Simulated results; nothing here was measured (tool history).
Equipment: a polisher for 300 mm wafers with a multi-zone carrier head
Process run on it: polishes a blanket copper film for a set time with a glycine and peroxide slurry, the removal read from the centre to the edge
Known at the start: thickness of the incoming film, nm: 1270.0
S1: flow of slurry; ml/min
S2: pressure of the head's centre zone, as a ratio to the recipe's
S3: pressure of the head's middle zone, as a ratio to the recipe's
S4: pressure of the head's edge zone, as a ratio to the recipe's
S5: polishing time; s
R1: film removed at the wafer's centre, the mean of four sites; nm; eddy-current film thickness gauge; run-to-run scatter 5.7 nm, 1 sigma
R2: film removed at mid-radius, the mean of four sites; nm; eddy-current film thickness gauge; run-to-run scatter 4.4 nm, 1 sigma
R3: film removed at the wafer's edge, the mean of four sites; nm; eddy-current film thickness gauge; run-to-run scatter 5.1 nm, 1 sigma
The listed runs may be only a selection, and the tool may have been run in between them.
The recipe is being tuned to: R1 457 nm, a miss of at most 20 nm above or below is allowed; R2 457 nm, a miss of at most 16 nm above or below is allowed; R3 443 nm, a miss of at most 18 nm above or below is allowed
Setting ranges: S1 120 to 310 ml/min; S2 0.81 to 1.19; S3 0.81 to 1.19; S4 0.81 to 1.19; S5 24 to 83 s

run 1 hour=0 | S1=200 S2=1 S3=1 S4=1 S5=53 | R1=350.05 R2=345.84 R3=321.22
run 2 hour=7.4 | S1=200 S2=1 S3=1.04 S4=1 S5=53 | R1=347.55 R2=355.37 R3=326.97
run 3 hour=8.4 | S1=200 S2=1 S3=1.04 S4=1 S5=39 | R1=262.37 R2=258.1 R3=239.71
run 4 hour=17.2 | S1=200 S2=1 S3=1.04 S4=1.06 S5=39 | R1=263.92 R2=261.72 R3=248.1
run 5 hour=22.4 | S1=205 S2=1.01 S3=1.04 S4=1.09 S5=45 | R1=304.17 R2=298.32 R3=290.93
-- hour=31.2 centre zone pressure recalibrated
run 6 hour=31.2 | S1=215 S2=1.03 S3=1.07 S4=1.11 S5=49 | R1=317.34 R2=332.69 R3=324.95
run 7 hour=34.9 | S1=215 S2=1.05 S3=1.06 S4=1.1 S5=53 | R1=364.24 R2=364.17 R3=350.7
run 8 hour=40.6 | S1=225 S2=1.07 S3=1.08 S4=1.12 S5=55 | R1=377.24 R2=380.04 R3=361.87

Which one of the following 4 next-run settings gets every result inside its allowed miss? There is exactly one.
run A hour=46.3 | S1=275 S2=1.17 S3=0.94 S4=0.97 S5=54 | R1=? R2=? R3=?
run B hour=46.3 | S1=175 S2=0.84 S3=1.19 S4=1.15 S5=64 | R1=? R2=? R3=?
run C hour=46.3 | S1=255 S2=1.11 S3=1.05 S4=1.06 S5=45 | R1=? R2=? R3=?
run D hour=46.3 | S1=245 S2=1.01 S3=0.99 S4=0.97 S5=71 | R1=? R2=? R3=?

move=A R1=415.32 R2=340.89 R3=339.18
move=B R1=335.92 R2=473.02 R3=421.73
move=C R1=326 R2=309.81 R3=293.17
move=D R1=465.57 R2=463.63 R3=442.14
A: its largest miss is bigger than the last run's
B: takes the result that was furthest off past its target
C: its largest miss is bigger than the last run's
D: meets every target
The right move is D.
